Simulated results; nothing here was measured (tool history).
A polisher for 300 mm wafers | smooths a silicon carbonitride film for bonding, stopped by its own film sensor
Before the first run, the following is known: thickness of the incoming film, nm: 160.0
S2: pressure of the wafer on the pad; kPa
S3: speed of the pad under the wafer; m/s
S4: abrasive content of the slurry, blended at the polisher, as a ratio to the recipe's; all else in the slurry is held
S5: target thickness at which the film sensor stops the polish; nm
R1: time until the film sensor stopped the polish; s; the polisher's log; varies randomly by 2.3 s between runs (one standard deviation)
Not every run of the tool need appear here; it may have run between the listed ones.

Run 1, hour 0: flow of slurry (ml/min) 140, S2 13.8 kPa, S3 0.92 m/s, S4 1, S5 145 nm. Result: R1 64.601 s.
Run 2, hour 6.4: flow of slurry (ml/min) 140, S2 13.8 kPa, S3 0.92 m/s, S4 1.15, S5 145 nm. Result: R1 60.532 s.
Run 3, hour 10.9: flow of slurry (ml/min) 140, S2 11.7 kPa, S3 0.92 m/s, S4 1.15, S5 145 nm. Result: R1 70.317 s.
Run 4, hour 18.1: flow of slurry (ml/min) 140, S2 10.3 kPa, S3 0.84 m/s, S4 1.15, S5 145 nm. Result: R1 83.508 s.
Run 5, hour 23.3: flow of slurry (ml/min) 140, S2 13.1 kPa, S3 0.84 m/s, S4 1.15, S5 145 nm. Result: R1 68.148 s.
Run 6, hour 30.8: flow of slurry (ml/min) 140, S2 11 kPa, S3 0.78 m/s, S4 1.15, S5 145 nm. Result: R1 84.073 s.
Run 7, hour 32: flow of slurry (ml/min) 140, S2 9.7 kPa, S3 0.74 m/s, S4 1.15, S5 145 nm. Result: R1 101.39 s.

Run 8 comes next. What will it give?
Run 8, hour 36.4: flow of slurry (ml/min) 140, S2 6.2 kPa, S3 0.72 m/s, S4 1.15, S5 145 nm. Result: R1 ?.

Run 8 gave R1 154.91 s.

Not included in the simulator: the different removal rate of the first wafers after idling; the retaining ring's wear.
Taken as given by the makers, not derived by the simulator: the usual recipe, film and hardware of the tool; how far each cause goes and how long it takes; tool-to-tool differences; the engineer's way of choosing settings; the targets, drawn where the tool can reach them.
